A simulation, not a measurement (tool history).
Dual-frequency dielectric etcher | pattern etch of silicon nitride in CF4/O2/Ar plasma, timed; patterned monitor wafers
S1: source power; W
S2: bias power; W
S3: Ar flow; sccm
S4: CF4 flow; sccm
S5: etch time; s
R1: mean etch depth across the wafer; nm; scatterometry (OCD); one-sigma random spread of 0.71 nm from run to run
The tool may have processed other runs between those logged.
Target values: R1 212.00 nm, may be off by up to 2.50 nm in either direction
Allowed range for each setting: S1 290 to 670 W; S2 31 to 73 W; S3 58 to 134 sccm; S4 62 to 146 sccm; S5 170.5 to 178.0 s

{"run": 1, "day": 0.0, "S1": 480, "S2": 52, "S3": 96, "S4": 104, "S5": 170.5, "R1": 301.92}
{"run": 2, "day": 0.292, "S1": 460, "S2": 52, "S3": 96, "S4": 104, "S5": 170.5, "R1": 289.78}
{"run": 3, "day": 0.642, "S1": 440, "S2": 52, "S3": 96, "S4": 104, "S5": 170.5, "R1": 278.8}
{"run": 4, "day": 0.754, "S1": 440, "S2": 52, "S3": 84, "S4": 104, "S5": 170.5, "R1": 279.93}
{"run": 5, "day": 0.979, "S1": 440, "S2": 52, "S3": 84, "S4": 116, "S5": 170.5, "R1": 283.62}
{"run": 6, "day": 1.117, "S1": 420, "S2": 52, "S3": 84, "S4": 116, "S5": 170.5, "R1": 272.86}
{"run": 7, "day": 1.188, "S1": 400, "S2": 52, "S3": 84, "S4": 116, "S5": 170.5, "R1": 257.75}
{"run": 8, "day": 1.321, "S1": 390, "S2": 52, "S3": 84, "S4": 116, "S5": 170.5, "R1": 252.23}
{"run": 9, "day": 1.375, "S1": 380, "S2": 52, "S3": 84, "S4": 116, "S5": 170.5, "R1": 244.62}
{"day": 1.475, "done": "wet clean of the chamber"}
{"run": 10, "day": 1.475, "S1": 290, "S2": 52, "S3": 84, "S4": 116, "S5": 170.5, "R1": 191.41}
{"run": 11, "day": 1.829, "S1": 310, "S2": 52, "S3": 84, "S4": 116, "S5": 170.5, "R1": 205.15}

4 candidate next runs follow, results not yet known. Just one meets every target within its allowed miss. Identify it.
{"run": "A", "day": 2.183, "S1": 300, "S2": 55, "S3": 81, "S4": 129, "S5": 172.0, "R1": "?"}
{"run": "B", "day": 2.183, "S1": 310, "S2": 49, "S3": 81, "S4": 118, "S5": 174.5, "R1": "?"}
{"run": "C", "day": 2.183, "S1": 330, "S2": 49, "S3": 92, "S4": 119, "S5": 171.5, "R1": "?"}
{"run": "D", "day": 2.183, "S1": 300, "S2": 55, "S3": 84, "S4": 113, "S5": 173.5, "R1": "?"}

move=A R1=206.84
move=B R1=205.21
move=C R1=212.09
move=D R1=205.60
A: nearer than the last run, and not there yet
B: roughly where the last run was
C: every result lands within tolerance
D: nearer than the last run, and not there yet
Answer: C
